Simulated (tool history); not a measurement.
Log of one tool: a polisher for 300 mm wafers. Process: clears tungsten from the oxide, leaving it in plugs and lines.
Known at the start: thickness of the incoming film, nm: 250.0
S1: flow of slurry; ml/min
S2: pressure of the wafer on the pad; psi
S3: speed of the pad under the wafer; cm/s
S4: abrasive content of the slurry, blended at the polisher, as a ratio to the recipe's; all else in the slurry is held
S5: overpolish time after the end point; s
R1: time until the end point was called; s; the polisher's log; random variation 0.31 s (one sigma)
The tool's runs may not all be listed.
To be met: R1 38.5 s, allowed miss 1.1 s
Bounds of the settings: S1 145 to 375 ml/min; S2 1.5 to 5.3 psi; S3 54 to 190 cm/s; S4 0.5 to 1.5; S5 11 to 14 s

run  hour   S1   S2   S3  S4  S5      R1
  1     0  240  3.4  122   1  14  51.053
  2   1.6  240  3.4  122   1  11  51.678
  3   5.9  240  3.4  122   1  14   50.93
  4   8.5  245  3.6  122   1  14  48.296
  5  13.2  245  3.8  122   1  14  46.016
  6  21.9  245    4  122   1  14  43.468
  7  22.7  245  4.1  122   1  14  42.318
  8  27.1  245  4.2  122   1  14  41.335
  9  27.7  250  4.3  122   1  14  40.434
 10  31.1  250  4.4  122   1  14  39.201

5 next moves are on the table. One of them brings every result within its allowed miss. Which?
  A  34.5  265  4.2  124     1  11   ?
  B  34.5  265  4.1  128  0.85  14   ?
  C  34.5  260  4.2  124     1  14   ?
  D  34.5  200  4.4  132   0.9  11   ?
  E  34.5  250  3.6  146     1  12   ?

move      R1
   A  40.229
   B  41.222
   C  40.314
   D  38.296
   E   40.14
A: further off than the last run
B: further off than the last run
C: further off than the last run
D: meets every target
E: further off than the last run
Move D is the one to make.
